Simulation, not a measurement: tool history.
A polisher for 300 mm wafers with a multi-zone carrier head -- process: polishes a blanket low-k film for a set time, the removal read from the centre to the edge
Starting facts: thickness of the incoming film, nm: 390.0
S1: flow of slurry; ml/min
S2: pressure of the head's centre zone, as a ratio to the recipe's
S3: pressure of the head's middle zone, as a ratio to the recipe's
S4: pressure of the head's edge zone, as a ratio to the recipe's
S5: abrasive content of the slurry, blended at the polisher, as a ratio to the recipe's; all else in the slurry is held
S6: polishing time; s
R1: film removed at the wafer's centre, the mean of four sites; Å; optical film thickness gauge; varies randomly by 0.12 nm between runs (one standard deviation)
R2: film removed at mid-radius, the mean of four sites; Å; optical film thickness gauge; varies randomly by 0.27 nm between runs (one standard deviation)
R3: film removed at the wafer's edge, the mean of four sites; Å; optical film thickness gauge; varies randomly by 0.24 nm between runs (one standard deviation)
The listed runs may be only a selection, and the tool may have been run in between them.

Run 1, hour 0.0: S1 220 ml/min, S2 1.00, S3 1.00, S4 1.00, S5 1.00, S6 79 s. Result: R1 265.75 Å, R2 305.19 Å, R3 298.06 Å.
Run 2, hour 3.9: S1 220 ml/min, S2 0.95, S3 1.00, S4 1.00, S5 1.00, S6 79 s. Result: R1 251.51 Å, R2 300.79 Å, R3 293.03 Å.
Run 3, hour 9.4: S1 220 ml/min, S2 0.95, S3 1.00, S4 1.00, S5 1.00, S6 62 s. Result: R1 198.68 Å, R2 238.75 Å, R3 231.32 Å.
Run 4, hour 12.9: S1 220 ml/min, S2 1.02, S3 1.00, S4 1.00, S5 1.00, S6 62 s. Result: R1 213.66 Å, R2 240.41 Å, R3 237.07 Å.
Run 5, hour 14.6: S1 220 ml/min, S2 1.02, S3 0.92, S4 1.00, S5 1.00, S6 62 s. Result: R1 210.42 Å, R2 221.78 Å, R3 232.42 Å.
Run 6, hour 19.3: S1 220 ml/min, S2 1.03, S3 0.93, S4 0.95, S5 0.95, S6 62 s. Result: R1 209.21 Å, R2 221.00 Å, R3 220.91 Å.
Run 7, hour 21.1: S1 210 ml/min, S2 1.03, S3 0.93, S4 0.91, S5 0.95, S6 62 s. Result: R1 207.61 Å, R2 223.13 Å, R3 212.96 Å.
Run 8, hour 22.0: S1 200 ml/min, S2 1.03, S3 0.92, S4 0.89, S5 0.95, S6 62 s. Result: R1 207.15 Å, R2 215.09 Å, R3 209.90 Å.

Run 9, settings as shown, results not yet in. Your forecast:
Run 9, hour 28.6: S1 195 ml/min, S2 1.02, S3 0.93, S4 0.87, S5 0.95, S6 62 s. Result: R1 ?, R2 ?, R3 ?.

{"run 9": {"R1": 203.88, "R2": 217.99, "R3": 212.1}}
